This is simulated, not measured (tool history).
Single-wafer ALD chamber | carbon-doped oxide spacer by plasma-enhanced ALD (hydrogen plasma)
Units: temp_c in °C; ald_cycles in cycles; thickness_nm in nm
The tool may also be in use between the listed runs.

run,hour,temp_c,ald_cycles,thickness_nm
1,0,415,174,7.9757
2,6.3,419,167,7.5571
3,12.3,419,187,8.4103
4,14.3,423,178,7.9174
5,19.9,426,171,7.5144
6,25.3,426,192,8.4656
7,31,436,164,6.9456
8,35.3,437,162,6.8202

Run 9, settings as shown, results not yet in. Your forecast:
9,43.5,437,161,?

{"run 9": {"thickness_nm": 6.7832}}
